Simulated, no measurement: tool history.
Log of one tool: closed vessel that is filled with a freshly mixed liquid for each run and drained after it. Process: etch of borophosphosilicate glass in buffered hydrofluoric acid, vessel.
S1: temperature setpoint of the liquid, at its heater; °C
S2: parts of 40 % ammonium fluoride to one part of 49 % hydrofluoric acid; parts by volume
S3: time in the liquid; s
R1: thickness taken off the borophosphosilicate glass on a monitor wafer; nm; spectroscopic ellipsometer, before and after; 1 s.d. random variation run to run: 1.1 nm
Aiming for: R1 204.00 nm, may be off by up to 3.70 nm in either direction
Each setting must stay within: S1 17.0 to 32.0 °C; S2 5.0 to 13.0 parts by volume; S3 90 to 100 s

| run | hour | S1 | S2 | S3 | R1 |
|---|---|---|---|---|---|
| 1 | 0.0 | 24.0 | 8.0 | 90 | 224.03 |
| 2 | 5.5 | 24.0 | 7.0 | 90 | 259.09 |
| 3 | 10.6 | 23.5 | 7.0 | 90 | 253.94 |
| 4 | 13.8 | 23.5 | 7.0 | 100 | 279.62 |
| 5 | 19.7 | 23.5 | 7.0 | 100 | 279.51 |
| 6 | 21.1 | 23.0 | 7.0 | 100 | 270.57 |
| 7 | 26.5 | 22.5 | 7.0 | 100 | 264.22 |
| 8 | 32.8 | 22.0 | 7.0 | 100 | 259.30 |
| 9 | 39.5 | 21.5 | 7.0 | 100 | 252.31 |
| 10 | 46.0 | 21.0 | 7.0 | 100 | 245.38 |
| 11 | 53.0 | 20.5 | 7.0 | 100 | 238.11 |
| 12 | 60.0 | 20.0 | 7.0 | 100 | 231.17 |

Exactly one of the 4 candidate moves below puts every result within its allowed miss. Which one?
| A | 67.0 | 25.5 | 7.0 | 90 | ? |
| B | 67.0 | 20.5 | 8.0 | 95 | ? |
| C | 67.0 | 20.0 | 6.0 | 95 | ? |
| D | 67.0 | 21.0 | 7.5 | 90 | ? |

| move | R1 |
|---|---|
| A | 280.72 |
| B | 195.36 |
| C | 252.26 |
| D | 204.16 |
A: further off than the last run
B: carries the result that was furthest off beyond its target, to the other side
C: further off than the last run
D: all results in spec
So the answer is move D, the one that meets all the targets.
